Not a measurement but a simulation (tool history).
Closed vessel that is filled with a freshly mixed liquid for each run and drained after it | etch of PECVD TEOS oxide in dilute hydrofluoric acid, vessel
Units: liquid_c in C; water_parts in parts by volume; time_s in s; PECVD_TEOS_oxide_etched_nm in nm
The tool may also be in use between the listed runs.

run 1 hour=0.0 | liquid_c=23.0 water_parts=190 time_s=230 | PECVD_TEOS_oxide_etched_nm=23.229
run 2 hour=8.4 | liquid_c=23.0 water_parts=190 time_s=185 | PECVD_TEOS_oxide_etched_nm=18.579
run 3 hour=10.3 | liquid_c=23.0 water_parts=190 time_s=185 | PECVD_TEOS_oxide_etched_nm=18.690
run 4 hour=15.5 | liquid_c=23.0 water_parts=245 time_s=185 | PECVD_TEOS_oxide_etched_nm=13.547
run 5 hour=19.1 | liquid_c=25.5 water_parts=200 time_s=185 | PECVD_TEOS_oxide_etched_nm=19.336
run 6 hour=26.8 | liquid_c=27.0 water_parts=165 time_s=185 | PECVD_TEOS_oxide_etched_nm=25.704
run 7 hour=31.6 | liquid_c=28.0 water_parts=145 time_s=185 | PECVD_TEOS_oxide_etched_nm=30.741
run 8 hour=38.2 | liquid_c=29.0 water_parts=135 time_s=185 | PECVD_TEOS_oxide_etched_nm=35.156
run 9 hour=41.1 | liquid_c=29.5 water_parts=130 time_s=185 | PECVD_TEOS_oxide_etched_nm=37.187
run 10 hour=44.7 | liquid_c=30.0 water_parts=125 time_s=185 | PECVD_TEOS_oxide_etched_nm=39.527
run 11 hour=48.3 | liquid_c=30.5 water_parts=125 time_s=185 | PECVD_TEOS_oxide_etched_nm=39.960
run 12 hour=55.5 | liquid_c=31.0 water_parts=115 time_s=185 | PECVD_TEOS_oxide_etched_nm=45.434

Run 13 comes next. What will it give?
run 13 hour=63.2 | liquid_c=30.5 water_parts=115 time_s=185 | PECVD_TEOS_oxide_etched_nm=?

Run 13 gave PECVD_TEOS_oxide_etched_nm 44.623 nm.
